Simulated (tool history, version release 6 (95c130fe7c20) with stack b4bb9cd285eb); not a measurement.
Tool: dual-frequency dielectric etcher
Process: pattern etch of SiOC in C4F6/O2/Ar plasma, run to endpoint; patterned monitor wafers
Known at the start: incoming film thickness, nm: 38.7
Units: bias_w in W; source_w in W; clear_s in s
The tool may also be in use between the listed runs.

run 1 hour=0.0 | bias_w=529 source_w=290 | clear_s=13.294
run 2 hour=5.8 | bias_w=529 source_w=330 | clear_s=12.947
run 3 hour=7.8 | bias_w=449 source_w=330 | clear_s=13.462
run 4 hour=9.0 | bias_w=449 source_w=300 | clear_s=13.849
run 5 hour=15.6 | bias_w=482 source_w=310 | clear_s=13.449
run 6 hour=18.9 | bias_w=509 source_w=320 | clear_s=13.049
run 7 hour=24.8 | bias_w=528 source_w=320 | clear_s=12.962
run 8 hour=30.9 | bias_w=546 source_w=320 | clear_s=12.899
run 9 hour=37.7 | bias_w=546 source_w=320 | clear_s=12.789

Run 10 comes next. What will it give?
run 10 hour=41.4 | bias_w=561 source_w=320 | clear_s=?

{"run 10": {"clear_s": 12.765}}

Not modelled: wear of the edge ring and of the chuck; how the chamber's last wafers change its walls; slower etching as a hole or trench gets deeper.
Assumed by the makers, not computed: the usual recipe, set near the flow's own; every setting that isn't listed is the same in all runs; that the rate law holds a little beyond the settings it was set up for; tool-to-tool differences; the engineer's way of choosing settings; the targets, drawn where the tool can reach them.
